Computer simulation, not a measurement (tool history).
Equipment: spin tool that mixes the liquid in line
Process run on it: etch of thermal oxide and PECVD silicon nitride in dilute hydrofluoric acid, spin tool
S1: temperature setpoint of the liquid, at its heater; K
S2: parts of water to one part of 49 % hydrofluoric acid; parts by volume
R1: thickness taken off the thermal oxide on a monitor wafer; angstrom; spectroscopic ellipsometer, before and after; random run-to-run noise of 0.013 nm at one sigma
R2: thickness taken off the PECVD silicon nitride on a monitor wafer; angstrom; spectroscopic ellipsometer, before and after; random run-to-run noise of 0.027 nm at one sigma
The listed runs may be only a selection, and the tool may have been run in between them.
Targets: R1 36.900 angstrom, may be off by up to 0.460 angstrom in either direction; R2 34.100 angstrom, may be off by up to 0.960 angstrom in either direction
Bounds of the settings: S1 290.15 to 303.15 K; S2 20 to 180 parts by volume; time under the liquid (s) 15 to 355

run 1 hour=0.0 | S1=295.15 S2=100 time_under_the_liquid_(s)=180 | R1=88.219 R2=77.658
run 2 hour=4.9 | S1=295.15 S2=70 time_under_the_liquid_(s)=180 | R1=130.230 R2=108.920
run 3 hour=7.0 | S1=295.15 S2=40 time_under_the_liquid_(s)=180 | R1=237.560 R2=189.040
run 4 hour=13.8 | S1=295.15 S2=60 time_under_the_liquid_(s)=180 | R1=154.780 R2=128.320
-- hour=19.8 thermometer replaced
run 5 hour=19.8 | S1=295.15 S2=75 time_under_the_liquid_(s)=180 | R1=113.730 R2=93.335
run 6 hour=25.3 | S1=297.15 S2=75 time_under_the_liquid_(s)=180 | R1=123.650 R2=106.320
run 7 hour=29.0 | S1=296.65 S2=85 time_under_the_liquid_(s)=180 | R1=104.780 R2=90.509
run 8 hour=31.4 | S1=296.65 S2=90 time_under_the_liquid_(s)=180 | R1=98.584 R2=84.902
run 9 hour=39.9 | S1=296.65 S2=95 time_under_the_liquid_(s)=180 | R1=92.475 R2=80.642
run 10 hour=44.5 | S1=296.65 S2=100 time_under_the_liquid_(s)=180 | R1=87.785 R2=76.766
run 11 hour=53.1 | S1=296.65 S2=105 time_under_the_liquid_(s)=180 | R1=83.438 R2=72.612
run 12 hour=60.7 | S1=296.65 S2=110 time_under_the_liquid_(s)=180 | R1=78.716 R2=68.865
run 13 hour=69.7 | S1=296.65 S2=115 time_under_the_liquid_(s)=180 | R1=75.571 R2=66.999
run 14 hour=71.5 | S1=296.65 S2=120 time_under_the_liquid_(s)=180 | R1=71.509 R2=64.466
run 15 hour=79.4 | S1=296.15 S2=125 time_under_the_liquid_(s)=180 | R1=67.386 R2=59.961
run 16 hour=84.9 | S1=296.15 S2=130 time_under_the_liquid_(s)=180 | R1=64.266 R2=57.318
run 17 hour=92.2 | S1=296.15 S2=135 time_under_the_liquid_(s)=180 | R1=61.053 R2=55.559
run 18 hour=95.9 | S1=295.65 S2=140 time_under_the_liquid_(s)=180 | R1=57.836 R2=51.954
run 19 hour=100.8 | S1=294.65 S2=180 time_under_the_liquid_(s)=180 | R1=41.244 R2=37.502
run 20 hour=104.9 | S1=295.15 S2=180 time_under_the_liquid_(s)=170 | R1=39.588 R2=36.230
run 21 hour=106.3 | S1=295.15 S2=180 time_under_the_liquid_(s)=155 | R1=36.199 R2=33.982
run 22 hour=114.7 | S1=294.65 S2=180 time_under_the_liquid_(s)=155 | R1=35.508 R2=32.342
run 23 hour=120.1 | S1=294.65 S2=180 time_under_the_liquid_(s)=155 | R1=35.717 R2=32.682
run 24 hour=128.6 | S1=295.15 S2=180 time_under_the_liquid_(s)=155 | R1=36.431 R2=33.817
run 25 hour=133.7 | S1=295.15 S2=180 time_under_the_liquid_(s)=155 | R1=36.156 R2=33.432
run 26 hour=138.5 | S1=295.15 S2=180 time_under_the_liquid_(s)=160 | R1=37.390 R2=34.771

Which of these 4 next moves meets every target?
run A hour=143.3 | S1=297.65 S2=180 time_under_the_liquid_(s)=140 | R1=? R2=?
run B hour=143.3 | S1=296.15 S2=180 time_under_the_liquid_(s)=155 | R1=? R2=?
run C hour=143.3 | S1=295.65 S2=160 time_under_the_liquid_(s)=135 | R1=? R2=?
run D hour=143.3 | S1=294.65 S2=155 time_under_the_liquid_(s)=140 | R1=? R2=?

move=A R1=36.070 R2=36.102
move=B R1=37.748 R2=36.317
move=C R1=37.081 R2=34.389
move=D R1=38.391 R2=34.460
A: takes the result that was furthest off past its target
B: misses by more than the last run did
C: every result lands within tolerance
D: misses by more than the last run did
Answer: C

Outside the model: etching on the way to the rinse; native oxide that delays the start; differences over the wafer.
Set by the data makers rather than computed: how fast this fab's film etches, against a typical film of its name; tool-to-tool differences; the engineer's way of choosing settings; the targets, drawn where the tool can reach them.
